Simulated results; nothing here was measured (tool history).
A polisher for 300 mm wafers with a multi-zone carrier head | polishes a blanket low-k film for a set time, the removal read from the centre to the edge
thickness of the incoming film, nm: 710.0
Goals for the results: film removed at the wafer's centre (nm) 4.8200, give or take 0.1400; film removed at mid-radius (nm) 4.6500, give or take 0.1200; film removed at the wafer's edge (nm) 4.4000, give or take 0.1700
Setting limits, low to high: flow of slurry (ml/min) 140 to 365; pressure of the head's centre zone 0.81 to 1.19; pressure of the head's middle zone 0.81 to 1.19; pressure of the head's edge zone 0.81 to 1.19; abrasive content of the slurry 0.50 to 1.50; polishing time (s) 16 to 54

| run | hour | flow of slurry (ml/min) | pressure of the head's centre zone | pressure of the head's middle zone | pressure of the head's edge zone | abrasive content of the slurry | polishing time (s) | film removed at the wafer's centre (nm) | film removed at mid-radius (nm) | film removed at the wafer's edge (nm) |
|---|---|---|---|---|---|---|---|---|---|---|
| 1 | 0.0 | 235 | 1.00 | 1.00 | 1.00 | 1.00 | 35 | 6.4283 | 6.5104 | 6.4693 |
| 2 | 3.5 | 235 | 1.00 | 0.99 | 0.98 | 0.95 | 35 | 6.3271 | 6.3619 | 6.2936 |
| 3 | 6.2 | 235 | 1.00 | 0.99 | 0.98 | 0.80 | 35 | 5.7512 | 5.9150 | 5.8676 |
| 4 | 13.6 | 235 | 1.01 | 0.98 | 0.96 | 0.75 | 35 | 5.7693 | 5.6317 | 5.6436 |
| 5 | 22.5 | 235 | 1.01 | 0.98 | 0.96 | 0.95 | 35 | 6.3667 | 6.2797 | 6.2542 |
| 6 | 28.7 | 235 | 1.01 | 0.98 | 1.04 | 0.95 | 35 | 6.4053 | 6.2539 | 6.5459 |
| 7 | 36.3 | 235 | 1.01 | 0.98 | 1.01 | 0.90 | 35 | 6.1694 | 6.1456 | 6.3020 |
| 8 | 40.3 | 235 | 1.01 | 0.98 | 0.99 | 0.85 | 35 | 5.9594 | 5.9247 | 6.2165 |
| 9 | 43.2 | 240 | 1.02 | 0.99 | 0.97 | 0.80 | 34 | 5.7366 | 5.6737 | 5.6789 |
| 10 | 49.4 | 240 | 1.02 | 0.99 | 0.95 | 0.75 | 34 | 5.5721 | 5.4006 | 5.4736 |
| 11 | 57.6 | 240 | 1.02 | 0.99 | 0.93 | 0.70 | 34 | 5.4127 | 5.4070 | 5.1638 |
| 12 | 58.2 | 190 | 0.99 | 0.89 | 0.83 | 0.60 | 34 | 4.7078 | 4.3108 | 4.5331 |
| 13 | 62.8 | 200 | 0.99 | 0.90 | 0.83 | 0.60 | 34 | 4.7466 | 4.3496 | 4.4953 |
| 14 | 71.0 | 205 | 0.99 | 0.91 | 0.83 | 0.60 | 34 | 4.6844 | 4.5048 | 4.5879 |

Exactly one of the 4 candidate moves below puts every result within its allowed miss. Which one?
| A | 79.2 | 230 | 1.02 | 0.96 | 0.81 | 0.50 | 37 | ? | ? | ? |
| B | 79.2 | 195 | 0.94 | 0.88 | 0.92 | 0.90 | 28 | ? | ? | ? |
| C | 79.2 | 225 | 0.96 | 0.88 | 0.88 | 0.70 | 31 | ? | ? | ? |
| D | 79.2 | 210 | 0.94 | 0.93 | 0.81 | 0.60 | 34 | ? | ? | ? |

| move | film removed at the wafer's centre (nm) | film removed at mid-radius (nm) | film removed at the wafer's edge (nm) |
|---|---|---|---|
| A | 4.8518 | 4.6780 | 4.4449 |
| B | 4.5279 | 4.4216 | 4.8090 |
| C | 4.6004 | 4.3900 | 4.6599 |
| D | 4.5094 | 4.6050 | 4.5043 |
A: hits every target within its allowed miss
B: the biggest miss grows against the last run
C: the biggest miss grows against the last run
D: puts the biggest miss on target and leaves a different result outside tolerance
Move A is the one to make.
